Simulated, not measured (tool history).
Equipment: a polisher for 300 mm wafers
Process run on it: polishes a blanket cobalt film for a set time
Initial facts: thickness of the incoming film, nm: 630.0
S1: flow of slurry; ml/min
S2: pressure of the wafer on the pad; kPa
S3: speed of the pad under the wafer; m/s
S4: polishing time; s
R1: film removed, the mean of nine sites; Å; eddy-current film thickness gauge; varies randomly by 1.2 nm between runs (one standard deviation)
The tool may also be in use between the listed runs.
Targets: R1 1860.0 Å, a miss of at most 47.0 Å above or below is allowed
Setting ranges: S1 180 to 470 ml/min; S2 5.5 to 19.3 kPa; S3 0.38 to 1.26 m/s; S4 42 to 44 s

run 1 hour=0.0 | S1=300 S2=12.4 S3=0.82 S4=42 | R1=1544.1
run 2 hour=5.5 | S1=300 S2=12.4 S3=0.82 S4=42 | R1=1529.9
run 3 hour=7.4 | S1=300 S2=12.4 S3=0.96 S4=42 | R1=1706.2
run 4 hour=14.5 | S1=305 S2=12.4 S3=0.96 S4=42 | R1=1717.8
run 5 hour=15.2 | S1=305 S2=10.3 S3=0.96 S4=42 | R1=1456.9
run 6 hour=18.2 | S1=305 S2=11.0 S3=0.96 S4=42 | R1=1561.0
run 7 hour=22.7 | S1=310 S2=11.7 S3=0.96 S4=42 | R1=1608.6
run 8 hour=30.6 | S1=310 S2=11.7 S3=0.96 S4=42 | R1=1626.8
run 9 hour=33.7 | S1=310 S2=12.4 S3=0.96 S4=42 | R1=1708.4
run 10 hour=40.4 | S1=310 S2=13.1 S3=0.96 S4=42 | R1=1810.7
run 11 hour=48.2 | S1=310 S2=13.1 S3=0.96 S4=42 | R1=1804.8

Of the 4 settings listed for the next run, only one would bring every result within its allowed miss of target. Which one?
run A hour=56.0 | S1=290 S2=11.7 S3=1.04 S4=43 | R1=?
run B hour=56.0 | S1=360 S2=11.7 S3=1.06 S4=44 | R1=?
run C hour=56.0 | S1=305 S2=13.1 S3=0.92 S4=42 | R1=?
run D hour=56.0 | S1=330 S2=13.8 S3=0.84 S4=42 | R1=?

move=A R1=1770.3
move=B R1=1872.9
move=C R1=1758.2
move=D R1=1742.2
A: its largest miss is bigger than the last run's
B: in spec on every target
C: its largest miss is bigger than the last run's
D: its largest miss is bigger than the last run's
The move that meets every target is B.
